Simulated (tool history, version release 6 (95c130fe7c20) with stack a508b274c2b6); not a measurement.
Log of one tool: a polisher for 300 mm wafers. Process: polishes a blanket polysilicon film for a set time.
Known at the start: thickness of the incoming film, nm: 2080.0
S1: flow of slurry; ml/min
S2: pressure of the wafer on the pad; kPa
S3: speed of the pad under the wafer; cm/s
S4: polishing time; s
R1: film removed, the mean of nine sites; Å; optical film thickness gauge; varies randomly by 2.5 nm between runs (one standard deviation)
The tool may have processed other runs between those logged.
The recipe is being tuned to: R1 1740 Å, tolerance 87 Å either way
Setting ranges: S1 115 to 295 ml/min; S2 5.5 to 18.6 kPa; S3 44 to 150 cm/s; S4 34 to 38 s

{"run": 1, "hour": 0.0, "S1": 190, "S2": 11.7, "S3": 96, "S4": 38, "R1": 2259.1}
{"run": 2, "hour": 7.4, "S1": 190, "S2": 11, "S3": 96, "S4": 38, "R1": 2084.2}
{"run": 3, "hour": 10.5, "S1": 190, "S2": 11, "S3": 116, "S4": 38, "R1": 2596.3}
{"run": 4, "hour": 17.6, "S1": 190, "S2": 11, "S3": 116, "S4": 34, "R1": 2257.8}
{"run": 5, "hour": 21.4, "S1": 190, "S2": 10.3, "S3": 116, "S4": 34, "R1": 2183.1}
{"run": 6, "hour": 29.9, "S1": 190, "S2": 10.3, "S3": 116, "S4": 38, "R1": 2425.3}
{"run": 7, "hour": 34.2, "S1": 190, "S2": 9.7, "S3": 116, "S4": 38, "R1": 2369.4}
{"run": 8, "hour": 39.6, "S1": 190, "S2": 9, "S3": 114, "S4": 38, "R1": 2252.1}
{"run": 9, "hour": 41.8, "S1": 190, "S2": 8.3, "S3": 112, "S4": 38, "R1": 2128.5}

Consider the 5 candidate settings below. Which is the only one whose results all fall within their allowed miss of target?
{"run": "A", "hour": 44.0, "S1": 195, "S2": 7.6, "S3": 110, "S4": 37, "R1": "?"}
{"run": "B", "hour": 44.0, "S1": 190, "S2": 7.6, "S3": 106, "S4": 35, "R1": "?"}
{"run": "C", "hour": 44.0, "S1": 175, "S2": 9, "S3": 122, "S4": 38, "R1": "?"}
{"run": "D", "hour": 44.0, "S1": 140, "S2": 12.4, "S3": 110, "S4": 38, "R1": "?"}
{"run": "E", "hour": 44.0, "S1": 220, "S2": 10.3, "S3": 98, "S4": 36, "R1": "?"}

move=A R1=1907.1
move=B R1=1733.3
move=C R1=2329.9
move=D R1=2450.9
move=E R1=2003.1
A: an improvement on the last run, though not all results are within tolerance
B: every result lands within tolerance
C: further off than the last run
D: further off than the last run
E: an improvement on the last run, though not all results are within tolerance
The move that meets every target is B.
